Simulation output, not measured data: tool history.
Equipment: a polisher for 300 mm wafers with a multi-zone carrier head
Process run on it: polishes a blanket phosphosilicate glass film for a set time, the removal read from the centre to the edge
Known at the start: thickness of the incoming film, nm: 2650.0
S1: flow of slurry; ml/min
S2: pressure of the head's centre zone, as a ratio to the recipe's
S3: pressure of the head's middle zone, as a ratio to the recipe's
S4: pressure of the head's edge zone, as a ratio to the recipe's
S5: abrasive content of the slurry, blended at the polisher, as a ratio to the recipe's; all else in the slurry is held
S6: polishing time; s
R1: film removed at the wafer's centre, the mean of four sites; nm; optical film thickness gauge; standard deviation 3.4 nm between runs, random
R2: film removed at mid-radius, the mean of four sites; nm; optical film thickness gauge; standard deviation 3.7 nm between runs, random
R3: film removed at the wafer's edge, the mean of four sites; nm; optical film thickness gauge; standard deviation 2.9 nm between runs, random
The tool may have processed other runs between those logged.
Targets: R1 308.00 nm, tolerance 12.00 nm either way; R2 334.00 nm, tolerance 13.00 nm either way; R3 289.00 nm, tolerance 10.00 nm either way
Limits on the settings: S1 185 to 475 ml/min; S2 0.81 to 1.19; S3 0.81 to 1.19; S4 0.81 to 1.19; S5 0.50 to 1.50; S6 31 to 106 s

{"run": 1, "hour": 0.0, "S1": 305, "S2": 1.0, "S3": 1.0, "S4": 1.0, "S5": 1.0, "S6": 68, "R1": 643.97, "R2": 634.36, "R3": 624.18}
{"run": 2, "hour": 8.7, "S1": 305, "S2": 0.99, "S3": 1.01, "S4": 0.98, "S5": 0.9, "S6": 63, "R1": 553.29, "R2": 578.03, "R3": 550.72}
{"run": 3, "hour": 10.6, "S1": 305, "S2": 0.99, "S3": 1.01, "S4": 0.98, "S5": 0.9, "S6": 53, "R1": 473.47, "R2": 492.28, "R3": 457.22}
{"run": 4, "hour": 13.1, "S1": 305, "S2": 0.91, "S3": 1.01, "S4": 0.98, "S5": 0.9, "S6": 53, "R1": 434.33, "R2": 478.87, "R3": 469.29}
{"run": 5, "hour": 21.2, "S1": 305, "S2": 0.91, "S3": 1.01, "S4": 0.98, "S5": 1.05, "S6": 53, "R1": 470.8, "R2": 518.14, "R3": 485.35}
{"run": 6, "hour": 29.0, "S1": 310, "S2": 0.93, "S3": 1.01, "S4": 0.96, "S5": 0.95, "S6": 50, "R1": 437.94, "R2": 463.82, "R3": 446.48}
{"run": 7, "hour": 33.2, "S1": 310, "S2": 0.93, "S3": 1.01, "S4": 0.96, "S5": 0.95, "S6": 50, "R1": 433.34, "R2": 472.23, "R3": 437.39}
{"run": 8, "hour": 36.1, "S1": 315, "S2": 0.94, "S3": 1.01, "S4": 0.94, "S5": 0.9, "S6": 48, "R1": 415.17, "R2": 429.88, "R3": 412.03}
{"run": 9, "hour": 37.5, "S1": 275, "S2": 0.94, "S3": 1.11, "S4": 0.84, "S5": 0.65, "S6": 39, "R1": 284.4, "R2": 331.83, "R3": 274.05}
{"run": 10, "hour": 38.8, "S1": 280, "S2": 0.95, "S3": 1.1, "S4": 0.85, "S5": 0.65, "S6": 39, "R1": 288.53, "R2": 331.17, "R3": 280.97}
{"run": 11, "hour": 47.5, "S1": 285, "S2": 0.96, "S3": 1.1, "S4": 0.85, "S5": 0.65, "S6": 39, "R1": 295.39, "R2": 328.41, "R3": 276.21}
{"run": 12, "hour": 52.1, "S1": 290, "S2": 0.96, "S3": 1.1, "S4": 0.86, "S5": 0.65, "S6": 39, "R1": 302.17, "R2": 333.54, "R3": 283.32}

Which single option among these 5 for the next run brings every result within its allowed miss of target? Just one does.
{"run": "A", "hour": 56.7, "S1": 345, "S2": 0.97, "S3": 1.09, "S4": 0.87, "S5": 0.5, "S6": 44, "R1": "?", "R2": "?", "R3": "?"}
{"run": "B", "hour": 56.7, "S1": 365, "S2": 0.89, "S3": 1.1, "S4": 0.87, "S5": 0.5, "S6": 44, "R1": "?", "R2": "?", "R3": "?"}
{"run": "C", "hour": 56.7, "S1": 325, "S2": 0.95, "S3": 1.18, "S4": 0.88, "S5": 0.55, "S6": 40, "R1": "?", "R2": "?", "R3": "?"}
{"run": "D", "hour": 56.7, "S1": 235, "S2": 0.94, "S3": 1.19, "S4": 0.82, "S5": 0.55, "S6": 42, "R1": "?", "R2": "?", "R3": "?"}
{"run": "E", "hour": 56.7, "S1": 350, "S2": 1.02, "S3": 1.09, "S4": 0.86, "S5": 0.65, "S6": 41, "R1": "?", "R2": "?", "R3": "?"}

move=A R1=308.26 R2=332.39 R3=286.13
move=B R1=284.11 R2=336.71 R3=287.12
move=C R1=285.13 R2=336.16 R3=271.47
move=D R1=285.12 R2=343.57 R3=270.24
move=E R1=340.61 R2=349.00 R3=299.08
A: each result inside its tolerance
B: the worst result of the last run now meets its target, but another is out of spec
C: its largest miss is bigger than the last run's
D: its largest miss is bigger than the last run's
E: pushes the last run's worst result past its target
Move A is the one to make.
